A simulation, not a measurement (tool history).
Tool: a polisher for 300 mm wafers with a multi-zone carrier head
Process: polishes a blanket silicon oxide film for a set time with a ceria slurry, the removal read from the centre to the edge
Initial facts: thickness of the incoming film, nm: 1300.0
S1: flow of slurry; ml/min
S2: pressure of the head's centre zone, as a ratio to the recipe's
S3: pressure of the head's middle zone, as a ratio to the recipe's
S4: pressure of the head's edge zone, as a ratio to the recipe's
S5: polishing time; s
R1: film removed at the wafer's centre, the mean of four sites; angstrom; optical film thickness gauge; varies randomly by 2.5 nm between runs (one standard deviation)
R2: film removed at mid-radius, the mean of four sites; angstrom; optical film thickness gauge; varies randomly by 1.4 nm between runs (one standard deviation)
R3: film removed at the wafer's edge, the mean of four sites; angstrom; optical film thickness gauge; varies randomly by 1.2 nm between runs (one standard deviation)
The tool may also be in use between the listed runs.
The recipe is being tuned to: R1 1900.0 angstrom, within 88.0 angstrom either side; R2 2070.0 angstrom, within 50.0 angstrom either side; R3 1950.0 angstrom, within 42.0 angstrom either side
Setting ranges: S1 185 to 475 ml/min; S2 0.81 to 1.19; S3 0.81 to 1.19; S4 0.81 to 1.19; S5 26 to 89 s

{"run": 1, "hour": 0.0, "S1": 305, "S2": 1.0, "S3": 1.0, "S4": 1.0, "S5": 57, "R1": 3223.8, "R2": 3232.3, "R3": 3344.2}
{"run": 2, "hour": 2.5, "S1": 305, "S2": 1.0, "S3": 0.95, "S4": 1.0, "S5": 57, "R1": 3262.5, "R2": 3094.3, "R3": 3348.0}
{"run": 3, "hour": 3.1, "S1": 305, "S2": 0.99, "S3": 0.96, "S4": 0.97, "S5": 52, "R1": 2985.6, "R2": 2847.8, "R3": 2992.8}
{"run": 4, "hour": 7.0, "S1": 305, "S2": 0.99, "S3": 0.89, "S4": 0.97, "S5": 52, "R1": 2911.8, "R2": 2700.0, "R3": 2956.3}
{"run": 5, "hour": 12.8, "S1": 370, "S2": 0.99, "S3": 0.89, "S4": 0.97, "S5": 52, "R1": 3076.5, "R2": 2744.6, "R3": 2996.3}
{"run": 6, "hour": 14.1, "S1": 370, "S2": 1.04, "S3": 0.89, "S4": 0.97, "S5": 52, "R1": 3150.0, "R2": 2726.7, "R3": 3039.9}
{"run": 7, "hour": 22.1, "S1": 345, "S2": 1.0, "S3": 0.9, "S4": 0.95, "S5": 49, "R1": 2799.1, "R2": 2597.4, "R3": 2833.0}
{"run": 8, "hour": 23.5, "S1": 315, "S2": 0.93, "S3": 0.99, "S4": 0.85, "S5": 33, "R1": 1788.4, "R2": 1861.9, "R3": 1786.3}
{"run": 9, "hour": 29.5, "S1": 325, "S2": 0.93, "S3": 1.01, "S4": 0.87, "S5": 33, "R1": 1764.9, "R2": 1938.1, "R3": 1807.6}
{"run": 10, "hour": 31.7, "S1": 390, "S2": 1.0, "S3": 1.02, "S4": 0.97, "S5": 34, "R1": 1991.5, "R2": 2037.4, "R3": 1983.6}

5 next moves are on the table. One of them brings every result within its allowed miss. Which?
{"run": "A", "hour": 33.9, "S1": 380, "S2": 0.95, "S3": 0.99, "S4": 1.01, "S5": 35, "R1": "?", "R2": "?", "R3": "?"}
{"run": "B", "hour": 33.9, "S1": 430, "S2": 1.1, "S3": 1.08, "S4": 0.84, "S5": 34, "R1": "?", "R2": "?", "R3": "?"}
{"run": "C", "hour": 33.9, "S1": 335, "S2": 0.99, "S3": 0.96, "S4": 0.91, "S5": 36, "R1": "?", "R2": "?", "R3": "?"}
{"run": "D", "hour": 33.9, "S1": 455, "S2": 0.95, "S3": 1.0, "S4": 0.99, "S5": 33, "R1": "?", "R2": "?", "R3": "?"}
{"run": "E", "hour": 33.9, "S1": 415, "S2": 0.97, "S3": 1.08, "S4": 0.97, "S5": 33, "R1": "?", "R2": "?", "R3": "?"}

move=A R1=1952.3 R2=2017.5 R3=2072.1
move=B R1=2165.7 R2=2128.6 R3=1858.8
move=C R1=2052.9 R2=2000.5 R3=2013.0
move=D R1=1867.3 R2=1943.5 R3=1954.2
move=E R1=1887.6 R2=2061.6 R3=1923.7
A: gets the furthest-off result to its target, but another result is out of tolerance
B: further off than the last run
C: further off than the last run
D: gets the furthest-off result to its target, but another result is out of tolerance
E: meets every target
Go with E: it meets all targets.
